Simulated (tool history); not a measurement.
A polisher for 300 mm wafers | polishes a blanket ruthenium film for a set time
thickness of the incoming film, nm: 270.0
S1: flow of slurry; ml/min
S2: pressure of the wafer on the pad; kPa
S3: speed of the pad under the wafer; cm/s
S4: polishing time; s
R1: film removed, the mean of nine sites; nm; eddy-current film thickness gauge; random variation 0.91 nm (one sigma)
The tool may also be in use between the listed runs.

| run | hour | S1 | S2 | S3 | S4 | R1 |
|---|---|---|---|---|---|---|
| 1 | 0 | 185 | 14.5 | 108 | 54 | 71.331 |
| 2 | 7.2 | 160 | 14.5 | 108 | 54 | 70.127 |
| 3 | 11.6 | 160 | 15.2 | 108 | 54 | 72.708 |
| 4 | 17.1 | 160 | 17.2 | 108 | 54 | 83.258 |
| 5 | 21.3 | 160 | 17.2 | 84 | 54 | 66.681 |
| 6 | 27.2 | 160 | 17.2 | 84 | 54 | 65.224 |
| 7 | 29.1 | 165 | 17.9 | 84 | 54 | 69.487 |
| 8 | 36.6 | 170 | 18.6 | 84 | 54 | 71.479 |
| 9 | 43.3 | 170 | 19.3 | 86 | 54 | 75.013 |

The next listed run, before its measurement:
| 10 | 44.6 | 170 | 20 | 88 | 54 | ? |

{"run 10": {"R1": 78.377}}
